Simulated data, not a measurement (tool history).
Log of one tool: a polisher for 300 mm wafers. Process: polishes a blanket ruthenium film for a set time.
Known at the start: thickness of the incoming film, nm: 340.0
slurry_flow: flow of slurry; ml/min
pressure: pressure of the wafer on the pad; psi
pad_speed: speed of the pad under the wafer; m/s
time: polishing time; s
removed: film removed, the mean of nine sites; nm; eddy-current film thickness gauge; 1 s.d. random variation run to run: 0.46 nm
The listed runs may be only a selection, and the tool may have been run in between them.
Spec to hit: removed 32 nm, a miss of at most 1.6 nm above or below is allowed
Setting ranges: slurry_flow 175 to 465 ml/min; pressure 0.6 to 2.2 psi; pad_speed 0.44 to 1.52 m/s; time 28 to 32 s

run,hour,slurry_flow,pressure,pad_speed,time,removed
1,0,295,1.4,0.98,32,20.593
2,4.5,295,1.4,0.86,32,18.047
3,6,295,1.5,0.86,32,19.17
4,11.7,295,1.5,0.86,32,18.9
5,16.5,225,1.5,0.86,32,19.025
6,21,225,1.6,0.86,32,19.932
7,25.4,225,1.7,0.88,32,22.53
8,29.4,225,2,0.9,32,26.07
9,32.6,225,2,0.9,32,27.047
10,33.9,225,2.1,0.92,32,28.372

5 candidate next runs follow, results not yet known. Just one meets every target within its allowed miss. Identify it.
A,35.2,300,2.2,1.06,32,?
B,35.2,210,2.1,0.94,32,?
C,35.2,185,2.2,1.18,32,?
D,35.2,295,2.2,0.86,32,?
E,35.2,205,2.2,1,32,?

move,removed
A,34.798
B,28.336
C,36.245
D,28.368
E,31.378
A: the result that was furthest off in the last run now lies on the other side of its target
B: just as far off the targets as the last run
C: the result that was furthest off in the last run now lies on the other side of its target
D: just as far off the targets as the last run
E: every result lands within tolerance
The right move is E.
